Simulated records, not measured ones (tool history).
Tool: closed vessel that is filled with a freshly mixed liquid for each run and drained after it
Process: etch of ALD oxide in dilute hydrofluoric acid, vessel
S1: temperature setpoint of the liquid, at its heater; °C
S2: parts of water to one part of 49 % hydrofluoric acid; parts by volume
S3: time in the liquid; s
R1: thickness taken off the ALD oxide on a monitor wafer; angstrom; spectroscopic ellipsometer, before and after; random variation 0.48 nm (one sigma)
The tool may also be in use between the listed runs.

run	hour	S1	S2	S3	R1
1	0	20	55	255	492.09
2	6.1	22.5	55	255	543.84
3	14.3	22.5	45	255	681.03
4	22.2	23.5	45	255	711.74
5	27.6	21	45	255	641.25
# hour 31.7: hydrofluoric acid flow meter replaced
6	31.7	22.5	45	255	764.64

The next listed run, before its measurement:
7	35.6	23	45	255	?

R1: 769.92 angstrom

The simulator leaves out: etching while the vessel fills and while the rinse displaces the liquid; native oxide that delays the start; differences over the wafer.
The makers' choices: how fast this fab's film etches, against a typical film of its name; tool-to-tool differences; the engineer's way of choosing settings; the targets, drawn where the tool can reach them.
